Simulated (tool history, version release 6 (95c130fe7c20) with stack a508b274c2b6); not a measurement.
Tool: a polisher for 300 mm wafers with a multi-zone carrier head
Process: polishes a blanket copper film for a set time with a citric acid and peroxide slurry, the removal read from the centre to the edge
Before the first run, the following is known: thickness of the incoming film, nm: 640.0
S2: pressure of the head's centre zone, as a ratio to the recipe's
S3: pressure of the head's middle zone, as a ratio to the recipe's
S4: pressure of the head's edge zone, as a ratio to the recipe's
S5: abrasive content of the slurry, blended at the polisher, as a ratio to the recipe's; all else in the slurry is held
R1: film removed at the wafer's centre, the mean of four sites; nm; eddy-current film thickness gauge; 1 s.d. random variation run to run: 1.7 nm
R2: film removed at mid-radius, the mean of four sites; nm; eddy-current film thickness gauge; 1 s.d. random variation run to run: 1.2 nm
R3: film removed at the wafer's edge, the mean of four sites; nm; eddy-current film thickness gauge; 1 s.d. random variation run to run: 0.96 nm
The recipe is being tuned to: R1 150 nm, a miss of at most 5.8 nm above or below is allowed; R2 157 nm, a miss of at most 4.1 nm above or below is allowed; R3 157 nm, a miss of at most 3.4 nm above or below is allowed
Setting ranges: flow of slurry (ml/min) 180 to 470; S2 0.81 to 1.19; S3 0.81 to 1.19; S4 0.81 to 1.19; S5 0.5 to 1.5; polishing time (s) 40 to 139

run 1 hour=0 | flow_of_slurry_(ml/min)=300 S2=1 S3=1 S4=1 S5=1 polishing_time_(s)=89 | R1=114.42 R2=119.6 R3=116.46
run 2 hour=6.9 | flow_of_slurry_(ml/min)=300 S2=1 S3=1.08 S4=1 S5=1 polishing_time_(s)=89 | R1=114.7 R2=125.21 R3=117.47
run 3 hour=8 | flow_of_slurry_(ml/min)=300 S2=1 S3=1.08 S4=1 S5=0.8 polishing_time_(s)=89 | R1=108.14 R2=120.37 R3=110.32
run 4 hour=9.9 | flow_of_slurry_(ml/min)=305 S2=1.01 S3=1.09 S4=1.02 S5=0.9 polishing_time_(s)=90 | R1=113.86 R2=127.27 R3=115.56
run 5 hour=16 | flow_of_slurry_(ml/min)=350 S2=1.01 S3=1.09 S4=1.02 S5=0.9 polishing_time_(s)=90 | R1=117.44 R2=127.42 R3=119.04
run 6 hour=18.9 | flow_of_slurry_(ml/min)=360 S2=1.01 S3=1.1 S4=1.04 S5=0.95 polishing_time_(s)=90 | R1=116.49 R2=129.22 R3=120.7
run 7 hour=19.9 | flow_of_slurry_(ml/min)=365 S2=1.02 S3=1.1 S4=1.05 S5=1 polishing_time_(s)=91 | R1=119.39 R2=132.67 R3=123.3
run 8 hour=28.3 | flow_of_slurry_(ml/min)=375 S2=1.03 S3=1.09 S4=1.06 S5=1.05 polishing_time_(s)=92 | R1=128.95 R2=135.61 R3=127.08
run 9 hour=33.6 | flow_of_slurry_(ml/min)=380 S2=1.02 S3=1.09 S4=1.07 S5=1.1 polishing_time_(s)=93 | R1=125.29 R2=137.38 R3=130.38
run 10 hour=34.6 | flow_of_slurry_(ml/min)=385 S2=1.03 S3=1.09 S4=1.08 S5=1.15 polishing_time_(s)=94 | R1=131.82 R2=138.78 R3=133.93
run 11 hour=43 | flow_of_slurry_(ml/min)=390 S2=1.03 S3=1.1 S4=1.09 S5=1.2 polishing_time_(s)=95 | R1=132.89 R2=145.75 R3=137.45
run 12 hour=51.5 | flow_of_slurry_(ml/min)=395 S2=1.03 S3=1.1 S4=1.1 S5=1.25 polishing_time_(s)=95 | R1=133.56 R2=145.25 R3=137.25
run 13 hour=59.7 | flow_of_slurry_(ml/min)=400 S2=1.03 S3=1.1 S4=1.11 S5=1.3 polishing_time_(s)=96 | R1=135.38 R2=149.49 R3=141.93
run 14 hour=67.3 | flow_of_slurry_(ml/min)=405 S2=1.03 S3=1.1 S4=1.12 S5=1.35 polishing_time_(s)=96 | R1=139.24 R2=148.77 R3=144.22

Exercise: of the 5 proposed moves below, exactly one satisfies all targets within the stated allowed misses. Which move is it?
run A hour=74.9 | flow_of_slurry_(ml/min)=460 S2=1.01 S3=1.19 S4=1.12 S5=1.3 polishing_time_(s)=93 | R1=? R2=? R3=?
run B hour=74.9 | flow_of_slurry_(ml/min)=385 S2=1.08 S3=0.95 S4=1.17 S5=1.45 polishing_time_(s)=99 | R1=? R2=? R3=?
run C hour=74.9 | flow_of_slurry_(ml/min)=410 S2=1.06 S3=1.14 S4=1.08 S5=1.3 polishing_time_(s)=97 | R1=? R2=? R3=?
run D hour=74.9 | flow_of_slurry_(ml/min)=375 S2=1.01 S3=1.05 S4=1.12 S5=1.25 polishing_time_(s)=107 | R1=? R2=? R3=?
run E hour=74.9 | flow_of_slurry_(ml/min)=445 S2=1.15 S3=1.13 S4=0.97 S5=1.25 polishing_time_(s)=92 | R1=? R2=? R3=?

move=A R1=133.35 R2=152.95 R3=136.71
move=B R1=152.6 R2=139.13 R3=150.81
move=C R1=144.7 R2=153.22 R3=139.19
move=D R1=149.7 R2=156.9 R3=154.59
move=E R1=148.85 R2=144.14 R3=124.95
A: the biggest miss grows against the last run
B: the biggest miss grows against the last run
C: the biggest miss grows against the last run
D: all results in spec
E: the biggest miss grows against the last run
Move D is the one to make.
